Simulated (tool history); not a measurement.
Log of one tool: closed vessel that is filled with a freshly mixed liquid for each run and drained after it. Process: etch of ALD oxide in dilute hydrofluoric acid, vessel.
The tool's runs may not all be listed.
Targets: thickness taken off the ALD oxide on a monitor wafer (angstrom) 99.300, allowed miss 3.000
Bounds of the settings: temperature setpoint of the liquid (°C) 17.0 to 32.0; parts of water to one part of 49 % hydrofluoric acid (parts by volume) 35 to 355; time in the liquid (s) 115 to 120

run	hour	temperature setpoint of the liquid (°C)	parts of water to one part of 49 % hydrofluoric acid (parts by volume)	time in the liquid (s)	thickness taken off the ALD oxide on a monitor wafer (angstrom)
1	0.0	24.0	195	115	80.456
2	7.2	25.0	195	115	81.907
3	10.8	25.0	265	115	56.092
4	18.0	26.5	250	115	64.373
5	23.4	26.5	250	115	63.568
6	25.1	27.5	235	115	73.018
7	31.9	28.5	230	115	75.931
8	37.4	29.0	220	115	81.494
9	42.8	29.5	215	115	86.192

Which of these 5 next moves meets every target?
A	48.2	28.5	175	115	?
B	48.2	25.5	165	120	?
C	48.2	30.0	205	115	?
D	48.2	32.0	195	115	?
E	48.2	31.5	200	115	?

move	thickness taken off the ALD oxide on a monitor wafer (angstrom)
A	107.420
B	107.820
C	93.177
D	106.210
E	101.160
A: takes the result that was furthest off past its target
B: takes the result that was furthest off past its target
C: nearer than the last run, and not there yet
D: takes the result that was furthest off past its target
E: meets every target
Move E is the one to make.
